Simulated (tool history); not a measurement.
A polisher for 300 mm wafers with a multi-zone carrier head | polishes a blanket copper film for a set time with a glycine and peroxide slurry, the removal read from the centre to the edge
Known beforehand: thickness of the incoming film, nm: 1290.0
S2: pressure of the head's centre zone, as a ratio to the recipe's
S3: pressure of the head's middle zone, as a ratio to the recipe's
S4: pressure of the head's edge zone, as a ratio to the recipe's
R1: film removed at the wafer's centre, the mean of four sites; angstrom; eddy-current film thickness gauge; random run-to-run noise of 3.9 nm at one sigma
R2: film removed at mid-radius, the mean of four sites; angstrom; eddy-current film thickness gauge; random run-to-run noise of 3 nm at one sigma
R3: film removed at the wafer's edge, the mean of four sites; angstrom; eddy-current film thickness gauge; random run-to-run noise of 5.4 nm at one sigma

run 1 hour=0 | flow_of_slurry_(ml/min)=190 S2=1 S3=1 S4=1 polishing_time_(s)=44 | R1=2468.9 R2=2534.2 R3=2523.7
run 2 hour=1.8 | flow_of_slurry_(ml/min)=190 S2=0.92 S3=1 S4=1 polishing_time_(s)=44 | R1=2337.6 R2=2517.5 R3=2538.5
run 3 hour=5.6 | flow_of_slurry_(ml/min)=190 S2=0.92 S3=1 S4=1.03 polishing_time_(s)=44 | R1=2297 R2=2513.6 R3=2622.4
run 4 hour=13.9 | flow_of_slurry_(ml/min)=190 S2=0.92 S3=1.05 S4=1.03 polishing_time_(s)=44 | R1=2296.5 R2=2577.4 R3=2471.1
run 5 hour=22.8 | flow_of_slurry_(ml/min)=200 S2=0.91 S3=1.03 S4=1.06 polishing_time_(s)=49 | R1=2592.5 R2=2887.4 R3=2898.8
run 6 hour=29.6 | flow_of_slurry_(ml/min)=200 S2=0.91 S3=1.03 S4=1.06 polishing_time_(s)=43 | R1=2299.3 R2=2525.1 R3=2599.2
run 7 hour=30.5 | flow_of_slurry_(ml/min)=215 S2=0.9 S3=1.03 S4=1.1 polishing_time_(s)=47 | R1=2482.5 R2=2816.4 R3=2814.1
run 8 hour=36.4 | flow_of_slurry_(ml/min)=210 S2=0.9 S3=1 S4=1.12 polishing_time_(s)=51 | R1=2652.7 R2=2950.9 R3=3131.9
run 9 hour=40.1 | flow_of_slurry_(ml/min)=215 S2=0.9 S3=0.98 S4=1.14 polishing_time_(s)=54 | R1=2808.8 R2=3165.6 R3=3341.9
run 10 hour=45.7 | flow_of_slurry_(ml/min)=220 S2=0.9 S3=0.95 S4=1.16 polishing_time_(s)=56 | R1=2920.8 R2=3105.1 R3=3538.1

For run 11, what comes out?
run 11 hour=51.4 | flow_of_slurry_(ml/min)=220 S2=0.9 S3=0.95 S4=1.17 polishing_time_(s)=58 | R1=? R2=? R3=?

{"run 11": {"R1": 3090.6, "R2": 3304.6, "R3": 3626.6}}
